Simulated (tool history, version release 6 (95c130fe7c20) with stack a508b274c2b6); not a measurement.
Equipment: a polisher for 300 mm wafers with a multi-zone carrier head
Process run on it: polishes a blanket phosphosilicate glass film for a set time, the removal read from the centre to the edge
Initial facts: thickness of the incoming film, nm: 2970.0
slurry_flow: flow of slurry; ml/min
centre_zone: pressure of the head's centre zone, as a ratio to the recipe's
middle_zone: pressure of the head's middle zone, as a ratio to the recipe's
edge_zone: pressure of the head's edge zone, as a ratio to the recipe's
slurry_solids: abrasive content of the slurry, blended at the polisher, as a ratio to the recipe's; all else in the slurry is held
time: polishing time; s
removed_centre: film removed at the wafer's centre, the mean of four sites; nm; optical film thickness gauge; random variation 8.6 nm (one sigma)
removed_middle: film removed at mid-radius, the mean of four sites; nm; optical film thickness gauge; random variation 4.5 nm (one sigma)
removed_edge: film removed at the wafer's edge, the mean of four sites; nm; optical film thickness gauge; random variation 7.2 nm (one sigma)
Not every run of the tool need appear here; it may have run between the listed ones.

{"run": 1, "day": 0.0, "slurry_flow": 310, "centre_zone": 1, "middle_zone": 1, "edge_zone": 1, "slurry_solids": 1, "time": 57, "removed_centre": 524.39, "removed_middle": 510.97, "removed_edge": 510.19}
{"run": 2, "day": 0.058, "slurry_flow": 310, "centre_zone": 1.07, "middle_zone": 1, "edge_zone": 1, "slurry_solids": 1, "time": 57, "removed_centre": 553.22, "removed_middle": 515.22, "removed_edge": 513.75}
{"run": 3, "day": 0.138, "slurry_flow": 310, "centre_zone": 1.07, "middle_zone": 1.02, "edge_zone": 1.02, "slurry_solids": 1, "time": 57, "removed_centre": 558.9, "removed_middle": 521.69, "removed_edge": 518.49}
{"run": 4, "day": 0.45, "slurry_flow": 310, "centre_zone": 1.07, "middle_zone": 1.02, "edge_zone": 1.02, "slurry_solids": 1.2, "time": 57, "removed_centre": 596.6, "removed_middle": 541.81, "removed_edge": 547.67}
{"run": 5, "day": 0.5, "slurry_flow": 310, "centre_zone": 1.07, "middle_zone": 1.02, "edge_zone": 1.02, "slurry_solids": 1.2, "time": 63, "removed_centre": 656.03, "removed_middle": 606.82, "removed_edge": 608.94}
{"run": 6, "day": 0.833, "slurry_flow": 310, "centre_zone": 1.07, "middle_zone": 1.02, "edge_zone": 1.1, "slurry_solids": 1.2, "time": 63, "removed_centre": 654.98, "removed_middle": 605.29, "removed_edge": 629.9}
{"run": 7, "day": 1.158, "slurry_flow": 310, "centre_zone": 1.06, "middle_zone": 1.03, "edge_zone": 1.09, "slurry_solids": 1.2, "time": 63, "removed_centre": 659.71, "removed_middle": 608.14, "removed_edge": 630.35}
{"run": 8, "day": 1.229, "slurry_flow": 310, "centre_zone": 1.05, "middle_zone": 1.04, "edge_zone": 1.08, "slurry_solids": 1.2, "time": 63, "removed_centre": 642.3, "removed_middle": 614.18, "removed_edge": 621.55}

Run 9, settings as shown, results not yet in. Your forecast:
{"run": 9, "day": 1.25, "slurry_flow": 310, "centre_zone": 1.04, "middle_zone": 1.05, "edge_zone": 1.08, "slurry_solids": 1.2, "time": 63, "removed_centre": "?", "removed_middle": "?", "removed_edge": "?"}

{"run 9": {"removed_centre": 633.81, "removed_middle": 619.27, "removed_edge": 608.71}}
